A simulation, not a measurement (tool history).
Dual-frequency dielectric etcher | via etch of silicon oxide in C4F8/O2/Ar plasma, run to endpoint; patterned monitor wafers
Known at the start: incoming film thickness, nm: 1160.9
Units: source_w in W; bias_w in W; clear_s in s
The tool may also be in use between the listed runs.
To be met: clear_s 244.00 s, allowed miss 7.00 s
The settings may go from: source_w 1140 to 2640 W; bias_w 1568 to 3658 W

Run 1, hour 0.0: source_w 1890 W, bias_w 2613 W. Result: clear_s 208.93 s.
Run 2, hour 8.7: source_w 1890 W, bias_w 2894 W. Result: clear_s 201.27 s.
Run 3, hour 16.0: source_w 1790 W, bias_w 2818 W. Result: clear_s 205.70 s.
Run 4, hour 23.5: source_w 1710 W, bias_w 2710 W. Result: clear_s 210.97 s.
Run 5, hour 25.7: source_w 1710 W, bias_w 2875 W. Result: clear_s 210.47 s.
Run 6, hour 33.2: source_w 1550 W, bias_w 2875 W. Result: clear_s 212.94 s.
Run 7, hour 39.6: source_w 1550 W, bias_w 2875 W. Result: clear_s 212.59 s.
Run 8, hour 44.1: source_w 1490 W, bias_w 2769 W. Result: clear_s 219.94 s.

5 next moves are on the table. One of them brings every result within its allowed miss. Which?
Run A, hour 48.6: source_w 1460 W, bias_w 2500 W. Result: clear_s ?.
Run B, hour 48.6: source_w 1180 W, bias_w 2171 W. Result: clear_s ?.
Run C, hour 48.6: source_w 1640 W, bias_w 3123 W. Result: clear_s ?.
Run D, hour 48.6: source_w 1710 W, bias_w 3359 W. Result: clear_s ?.
Run E, hour 48.6: source_w 1530 W, bias_w 2180 W. Result: clear_s ?.

move  clear_s
   A   229.40
   B   257.56
   C   202.39
   D   194.12
   E   240.45
A: nearer than the last run, and not there yet
B: takes the result that was furthest off past its target
C: further off than the last run
D: further off than the last run
E: meets every target
The right move is E.

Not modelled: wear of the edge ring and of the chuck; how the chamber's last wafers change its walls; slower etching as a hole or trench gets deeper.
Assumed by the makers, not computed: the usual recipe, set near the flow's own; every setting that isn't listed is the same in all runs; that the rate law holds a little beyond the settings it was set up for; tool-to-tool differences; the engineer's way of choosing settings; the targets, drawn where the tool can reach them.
